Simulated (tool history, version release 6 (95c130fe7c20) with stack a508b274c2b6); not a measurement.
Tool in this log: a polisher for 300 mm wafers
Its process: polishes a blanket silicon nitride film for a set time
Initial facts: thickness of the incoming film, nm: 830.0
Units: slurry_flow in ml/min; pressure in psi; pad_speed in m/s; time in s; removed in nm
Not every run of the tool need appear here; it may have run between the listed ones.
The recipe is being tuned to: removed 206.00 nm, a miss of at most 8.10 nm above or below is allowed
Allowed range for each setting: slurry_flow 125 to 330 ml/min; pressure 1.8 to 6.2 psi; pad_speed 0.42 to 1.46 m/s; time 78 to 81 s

Run 1, hour 0.0: slurry_flow 210 ml/min, pressure 4.0 psi, pad_speed 0.94 m/s, time 78 s. Result: removed 151.98 nm.
Run 2, hour 5.9: slurry_flow 210 ml/min, pressure 4.2 psi, pad_speed 0.94 m/s, time 78 s. Result: removed 163.40 nm.
Run 3, hour 10.2: slurry_flow 210 ml/min, pressure 4.3 psi, pad_speed 0.94 m/s, time 78 s. Result: removed 168.14 nm.
Run 4, hour 12.2: slurry_flow 210 ml/min, pressure 3.4 psi, pad_speed 0.94 m/s, time 78 s. Result: removed 133.81 nm.
Run 5, hour 17.6: slurry_flow 210 ml/min, pressure 3.7 psi, pad_speed 0.94 m/s, time 78 s. Result: removed 143.70 nm.
Run 6, hour 22.2: slurry_flow 210 ml/min, pressure 4.0 psi, pad_speed 0.94 m/s, time 78 s. Result: removed 156.53 nm.
Run 7, hour 29.1: slurry_flow 210 ml/min, pressure 4.2 psi, pad_speed 0.94 m/s, time 78 s. Result: removed 163.05 nm.
Run 8, hour 32.3: slurry_flow 210 ml/min, pressure 4.4 psi, pad_speed 0.94 m/s, time 78 s. Result: removed 170.81 nm.
Run 9, hour 34.1: slurry_flow 210 ml/min, pressure 4.5 psi, pad_speed 0.94 m/s, time 78 s. Result: removed 175.96 nm.
Run 10, hour 37.9: slurry_flow 210 ml/min, pressure 4.6 psi, pad_speed 0.94 m/s, time 78 s. Result: removed 179.86 nm.
Run 11, hour 46.1: slurry_flow 210 ml/min, pressure 4.7 psi, pad_speed 0.94 m/s, time 78 s. Result: removed 179.59 nm.
Run 12, hour 52.6: slurry_flow 210 ml/min, pressure 4.8 psi, pad_speed 0.94 m/s, time 78 s. Result: removed 184.52 nm.
Run 13, hour 60.0: slurry_flow 210 ml/min, pressure 4.9 psi, pad_speed 0.94 m/s, time 78 s. Result: removed 192.43 nm.
Run 14, hour 63.3: slurry_flow 210 ml/min, pressure 5.1 psi, pad_speed 0.94 m/s, time 78 s. Result: removed 194.79 nm.

Which single option among these 5 for the next run brings every result within its allowed miss of target? Just one does.
Run A, hour 66.6: slurry_flow 215 ml/min, pressure 5.5 psi, pad_speed 0.78 m/s, time 78 s. Result: removed ?.
Run B, hour 66.6: slurry_flow 155 ml/min, pressure 4.2 psi, pad_speed 1.14 m/s, time 78 s. Result: removed ?.
Run C, hour 66.6: slurry_flow 205 ml/min, pressure 4.6 psi, pad_speed 0.94 m/s, time 78 s. Result: removed ?.
Run D, hour 66.6: slurry_flow 220 ml/min, pressure 5.4 psi, pad_speed 0.88 m/s, time 79 s. Result: removed ?.
Run E, hour 66.6: slurry_flow 200 ml/min, pressure 5.2 psi, pad_speed 0.84 m/s, time 80 s. Result: removed ?.

move  removed
   A   183.78
   B   177.72
   C   176.06
   D   200.46
   E   186.55
A: misses by more than the last run did
B: misses by more than the last run did
C: misses by more than the last run did
D: hits every target within its allowed miss
E: misses by more than the last run did
The move that meets every target is D.
